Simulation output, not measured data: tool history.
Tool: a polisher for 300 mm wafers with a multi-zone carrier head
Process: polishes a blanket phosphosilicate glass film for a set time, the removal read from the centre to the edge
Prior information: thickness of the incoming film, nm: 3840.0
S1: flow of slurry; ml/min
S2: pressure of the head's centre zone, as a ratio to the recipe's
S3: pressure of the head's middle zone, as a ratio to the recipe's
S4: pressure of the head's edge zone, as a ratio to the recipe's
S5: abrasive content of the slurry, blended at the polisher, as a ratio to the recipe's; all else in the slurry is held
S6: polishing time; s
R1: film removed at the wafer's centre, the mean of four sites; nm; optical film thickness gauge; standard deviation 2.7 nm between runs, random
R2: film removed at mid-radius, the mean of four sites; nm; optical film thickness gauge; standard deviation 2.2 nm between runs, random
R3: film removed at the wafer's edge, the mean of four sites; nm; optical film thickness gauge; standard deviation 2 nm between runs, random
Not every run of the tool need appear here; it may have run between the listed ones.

run,hour,S1,S2,S3,S4,S5,S6,R1,R2,R3
1,0.0,195,1.00,1.00,1.00,1.00,48,418.86,416.09,430.22
2,9.0,195,1.00,0.95,1.00,1.00,48,416.05,395.26,434.95
3,14.8,190,0.97,0.95,0.98,0.95,46,379.62,373.42,396.12
4,16.4,190,0.93,0.95,0.98,0.95,46,363.34,376.21,397.39
5,24.6,185,0.91,0.94,0.98,0.90,45,350.86,353.72,381.63
# hour 33.4: slurry nozzle cleaned
6,33.4,185,0.91,0.91,0.98,0.90,45,364.77,363.56,401.25
7,34.5,180,0.90,0.93,0.99,0.85,43,339.76,347.51,375.30
8,35.5,175,0.89,0.94,1.00,0.80,40,300.05,310.84,340.12
9,36.1,170,0.88,0.95,1.00,0.75,39,285.67,298.86,324.94

What does the tool deliver on the next run?
10,43.7,165,0.87,0.96,1.00,0.70,38,?,?,?

R1: 273.47 nm
R2: 288.06 nm
R3: 303.57 nm

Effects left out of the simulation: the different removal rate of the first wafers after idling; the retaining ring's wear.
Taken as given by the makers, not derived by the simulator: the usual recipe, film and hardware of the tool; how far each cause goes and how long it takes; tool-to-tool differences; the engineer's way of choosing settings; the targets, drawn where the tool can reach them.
